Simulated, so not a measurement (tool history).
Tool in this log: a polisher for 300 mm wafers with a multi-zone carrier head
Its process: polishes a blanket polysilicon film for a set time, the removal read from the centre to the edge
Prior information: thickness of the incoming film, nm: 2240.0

run  hour  flow of slurry (ml/min)  pressure of the head's centre zone  pressure of the head's middle zone  pressure of the head's edge zone  polishing time (s)  film removed at the wafer's centre (Å)  film removed at mid-radius (Å)  film removed at the wafer's edge (Å)
  1   0.0                      280                                1.00                                1.00                              1.00                  80                                  5237.1                          5257.6                                5263.3
  2   2.4                      285                                1.03                                1.02                              1.01                  83                                  5611.0                          5695.5                                5369.5
  3   7.1                      285                                1.05                                1.02                              1.02                  87                                  5992.7                          5889.4                                5549.2
  4  15.0                      285                                1.05                                1.02                              0.97                  87                                  6038.2                          5756.0                                5585.0
  5  21.8                      290                                1.06                                1.03                              0.98                  90                                  6328.7                          6109.3                                5898.1
  6  28.7                      290                                1.06                                1.03                              0.98                  98                                  6810.2                          6587.6                                6492.8
  7  36.4                      295                                1.08                                1.04                              0.98                  99                                  7052.5                          6741.5                                6331.3
  8  37.4                      295                                1.09                                1.04                              0.98                 101                                  7252.9                          6954.0                                6526.4
  9  41.6                      295                                1.10                                1.04                              0.98                 102                                  7349.9                          7126.7                                6554.9

Expected results for the next run?
 10  43.2                      300                                1.11                                1.04                              0.98                 103                                       ?                               ?                                     ?

film removed at the wafer's centre (Å): 7657.1
film removed at mid-radius (Å): 7164.2
film removed at the wafer's edge (Å): 6634.8
